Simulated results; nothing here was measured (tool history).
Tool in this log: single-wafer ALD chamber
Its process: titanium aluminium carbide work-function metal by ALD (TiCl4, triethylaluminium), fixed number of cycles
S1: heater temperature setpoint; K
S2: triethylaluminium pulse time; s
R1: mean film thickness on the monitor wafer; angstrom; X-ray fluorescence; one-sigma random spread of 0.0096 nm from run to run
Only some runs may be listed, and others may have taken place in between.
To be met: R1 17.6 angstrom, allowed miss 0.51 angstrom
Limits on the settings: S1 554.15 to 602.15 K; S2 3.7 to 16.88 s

run    day      S1     S2      R1
  1      0  578.15  10.29  19.916
  2  0.354  578.15   7.52  18.857
  3  0.667  584.15   7.52  19.257
  4  0.883  591.15   7.52  19.799
  5  0.917  601.15   7.52  20.639
  6   1.15  596.15   6.68  19.268
  7  1.283  594.15   6.25  18.721
  8  1.512  585.15   5.04  16.375
  9  1.767  587.15   5.14  16.679
 10  2.067  588.15   5.22  16.858
 11  2.375  589.15   5.29  17.035

Exactly one of the 4 candidate moves below puts every result within its allowed miss. Which one?
  A  2.683  589.15  5.68   ?
  B  2.683  594.15  5.95   ?
  C  2.683  594.15  6.75   ?
  D  2.683  594.15  6.27   ?

move      R1
   A  17.592
   B  18.303
   C  19.231
   D  18.709
A: every result within its allowed miss
B: takes the biggest miss from the last run beyond its target
C: takes the biggest miss from the last run beyond its target
D: takes the biggest miss from the last run beyond its target
A is the move that brings every result within its allowed miss.
